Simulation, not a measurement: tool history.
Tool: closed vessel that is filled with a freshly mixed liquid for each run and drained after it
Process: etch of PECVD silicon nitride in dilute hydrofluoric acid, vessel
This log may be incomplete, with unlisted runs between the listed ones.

run,hour,temperature setpoint of the liquid (K),parts of water to one part of 49 % hydrofluoric acid (parts by volume),time in the liquid (s),thickness taken off the PECVD silicon nitride on a monitor wafer (angstrom)
1,0,294.15,175,550,70.489
2,4.2,293.15,175,550,65.095
3,11.1,292.65,175,550,63.473
4,18.1,295.65,175,550,77.39
5,24,294.15,175,550,69.618
6,32.8,294.15,175,395,50.177

Run 7, settings as shown, results not yet in. Your forecast:
7,35.7,295.15,175,395,?

thickness taken off the PECVD silicon nitride on a monitor wafer (angstrom): 53.457

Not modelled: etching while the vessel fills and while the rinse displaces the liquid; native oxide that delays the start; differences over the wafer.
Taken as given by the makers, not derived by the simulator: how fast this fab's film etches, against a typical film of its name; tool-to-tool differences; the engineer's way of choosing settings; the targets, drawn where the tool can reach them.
